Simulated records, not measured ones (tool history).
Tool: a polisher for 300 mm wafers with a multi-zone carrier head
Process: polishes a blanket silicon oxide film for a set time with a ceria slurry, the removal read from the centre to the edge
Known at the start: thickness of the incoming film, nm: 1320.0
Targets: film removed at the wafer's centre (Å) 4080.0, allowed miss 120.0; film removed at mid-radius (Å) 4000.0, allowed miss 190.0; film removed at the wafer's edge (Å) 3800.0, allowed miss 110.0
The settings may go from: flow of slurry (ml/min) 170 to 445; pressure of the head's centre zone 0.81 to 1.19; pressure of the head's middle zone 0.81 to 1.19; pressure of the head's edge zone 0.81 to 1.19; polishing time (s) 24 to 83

run,hour,flow of slurry (ml/min),pressure of the head's centre zone,pressure of the head's middle zone,pressure of the head's edge zone,polishing time (s),film removed at the wafer's centre (Å),film removed at mid-radius (Å),film removed at the wafer's edge (Å)
1,0.0,285,1.00,1.00,1.00,53,2645.6,2588.4,2707.7
2,2.2,290,1.02,1.03,1.02,55,2815.4,2779.6,2786.6
3,9.0,290,1.02,1.03,1.11,55,2801.3,2850.2,2945.8
4,13.4,320,1.02,1.03,1.11,55,2842.4,2827.6,2958.3
5,19.4,320,1.04,1.04,1.12,57,3091.4,2939.2,3056.0
6,23.1,315,1.04,1.05,1.12,59,3141.8,3085.8,3210.4
7,31.8,315,1.06,1.07,1.12,60,3265.4,3181.5,3213.8
8,39.0,315,1.07,1.08,1.13,62,3405.7,3348.8,3315.9
9,42.0,320,1.08,1.09,1.14,63,3487.2,3333.5,3399.9

Which of these 4 next moves meets every target?
A,45.0,230,0.96,1.10,1.18,69,?,?,?
B,45.0,280,0.81,1.12,1.19,69,?,?,?
C,45.0,325,1.12,1.19,1.14,70,?,?,?
D,45.0,265,0.99,1.19,1.19,75,?,?,?

move,film removed at the wafer's centre (Å),film removed at mid-radius (Å),film removed at the wafer's edge (Å)
A,3289.2,3666.6,3759.7
B,2845.0,3807.4,3843.0
C,4069.3,4096.5,3852.8
D,3762.1,4300.8,4154.5
A: further off than the last run
B: further off than the last run
C: meets every target
D: nearer than the last run, and not there yet
Move C is the one to make.

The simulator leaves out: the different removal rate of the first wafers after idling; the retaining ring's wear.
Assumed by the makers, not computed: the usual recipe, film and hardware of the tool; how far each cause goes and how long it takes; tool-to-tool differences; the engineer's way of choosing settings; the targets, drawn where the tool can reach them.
